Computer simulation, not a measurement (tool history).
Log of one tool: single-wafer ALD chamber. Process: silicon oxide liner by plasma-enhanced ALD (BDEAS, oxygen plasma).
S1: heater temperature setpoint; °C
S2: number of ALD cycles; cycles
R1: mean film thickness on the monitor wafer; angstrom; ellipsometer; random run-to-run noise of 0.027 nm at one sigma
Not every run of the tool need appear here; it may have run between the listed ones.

run 1 hour=0 | S1=320 S2=56 | R1=53.032
run 2 hour=3.6 | S1=320 S2=51 | R1=47.941
run 3 hour=4.9 | S1=314 S2=51 | R1=48.724
run 4 hour=9.1 | S1=314 S2=44 | R1=41.734
run 5 hour=15 | S1=304 S2=44 | R1=42.701
run 6 hour=19.4 | S1=300 S2=44 | R1=42.709
run 7 hour=28.1 | S1=297 S2=53 | R1=51.932
run 8 hour=28.9 | S1=297 S2=54 | R1=53.666
run 9 hour=34.2 | S1=296 S2=63 | R1=62.44

What will run 10 give?
run 10 hour=40.1 | S1=296 S2=64 | R1=?

{"run 10": {"R1": 63.405}}

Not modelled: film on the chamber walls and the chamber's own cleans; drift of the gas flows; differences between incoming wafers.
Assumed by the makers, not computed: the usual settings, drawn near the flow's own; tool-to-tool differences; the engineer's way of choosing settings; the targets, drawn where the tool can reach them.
